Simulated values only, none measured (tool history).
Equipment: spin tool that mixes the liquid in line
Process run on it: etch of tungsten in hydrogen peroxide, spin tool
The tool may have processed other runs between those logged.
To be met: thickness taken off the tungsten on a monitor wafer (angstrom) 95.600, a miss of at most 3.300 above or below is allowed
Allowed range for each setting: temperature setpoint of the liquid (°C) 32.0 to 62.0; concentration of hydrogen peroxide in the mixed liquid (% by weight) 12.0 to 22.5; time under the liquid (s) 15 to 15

run    day  temperature setpoint of the liquid (°C)  concentration of hydrogen peroxide in the mixed liquid (% by weight)  time under the liquid (s)  thickness taken off the tungsten on a monitor wafer (angstrom)
  1  0.000                                     46.0                                                                  15.5                         15                                                         191.610
  2  0.192                                     44.0                                                                  15.5                         15                                                         164.070
  3  0.217                                     44.0                                                                  15.5                         15                                                         165.320
  4  0.508                                     44.0                                                                  15.5                         15                                                         166.420
  5  0.850                                     44.0                                                                  12.5                         15                                                         148.420
  6  0.896                                     43.0                                                                  12.5                         15                                                         139.330
  7  1.033                                     42.0                                                                  12.5                         15                                                         130.980
  8  1.229                                     41.0                                                                  12.5                         15                                                         122.700
  9  1.321                                     40.5                                                                  12.5                         15                                                         119.580
 10  1.521                                     40.0                                                                  12.5                         15                                                         115.270
 11  1.775                                     39.5                                                                  12.5                         15                                                         112.010
 12  2.146                                     39.0                                                                  12.5                         15                                                         108.260
 13  2.254                                     38.5                                                                  12.5                         15                                                         103.270

4 candidate next runs follow, results not yet known. Just one meets every target within its allowed miss. Identify it.
  A  2.362                                     41.0                                                                  12.0                         15                                                               ?
  B  2.362                                     40.0                                                                  12.0                         15                                                               ?
  C  2.362                                     39.5                                                                  12.0                         15                                                               ?
  D  2.362                                     37.5                                                                  12.0                         15                                                               ?

move  thickness taken off the tungsten on a monitor wafer (angstrom)
   A                                                         123.290
   B                                                         115.550
   C                                                         111.840
   D                                                          98.067
A: lands further from the targets than the last run did
B: lands further from the targets than the last run did
C: lands further from the targets than the last run did
D: meets every target
The move that meets every target is D.

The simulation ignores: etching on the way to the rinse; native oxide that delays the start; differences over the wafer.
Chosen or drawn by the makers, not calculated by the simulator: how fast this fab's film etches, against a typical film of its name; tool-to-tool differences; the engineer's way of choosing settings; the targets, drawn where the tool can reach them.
